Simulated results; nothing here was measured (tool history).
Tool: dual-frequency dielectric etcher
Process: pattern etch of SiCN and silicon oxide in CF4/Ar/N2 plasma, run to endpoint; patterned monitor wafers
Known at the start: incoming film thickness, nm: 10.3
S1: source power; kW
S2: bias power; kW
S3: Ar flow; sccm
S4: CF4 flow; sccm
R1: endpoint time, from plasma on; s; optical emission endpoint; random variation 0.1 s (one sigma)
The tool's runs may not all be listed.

Run 1, day 0: S1 0.45 kW, S2 0.052 kW, S3 131 sccm, S4 55 sccm. Result: R1 14.864 s.
Run 2, day 0.142: S1 0.41 kW, S2 0.052 kW, S3 131 sccm, S4 55 sccm. Result: R1 16.054 s.
Run 3, day 0.296: S1 0.41 kW, S2 0.052 kW, S3 144 sccm, S4 55 sccm. Result: R1 16.158 s.
Run 4, day 0.604: S1 0.41 kW, S2 0.052 kW, S3 152 sccm, S4 55 sccm. Result: R1 16.849 s.
Run 5, day 0.7: S1 0.41 kW, S2 0.052 kW, S3 173 sccm, S4 55 sccm. Result: R1 16.919 s.
Run 6, day 0.746: S1 0.41 kW, S2 0.052 kW, S3 173 sccm, S4 64 sccm. Result: R1 16.539 s.

The next listed run, before its measurement:
Run 7, day 0.967: S1 0.44 kW, S2 0.052 kW, S3 173 sccm, S4 64 sccm. Result: R1 ?.

R1: 15.342 s
